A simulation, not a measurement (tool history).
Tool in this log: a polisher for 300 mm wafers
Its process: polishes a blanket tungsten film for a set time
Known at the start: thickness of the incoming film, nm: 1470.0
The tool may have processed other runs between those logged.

run,hour,flow of slurry (ml/min),pressure of the wafer on the pad (kPa),speed of the pad under the wafer (m/s),abrasive content of the slurry,polishing time (s),film removed (nm)
1,0,225,20.7,1.34,1,25,109.97
2,4.6,225,20.7,1.34,1,25,110.1
3,5.4,250,20.7,1.34,1,25,113.09
4,13.5,250,20.7,1.34,1,22,100.27
5,20.8,250,20.7,1.54,1,22,109.88
6,27.6,250,20,1.54,1,22,104.55

Run 7, settings as shown, results not yet in. Your forecast:
7,29.6,250,19.3,1.54,1,22,?

{"run 7": {"film removed (nm)": 103.45}}
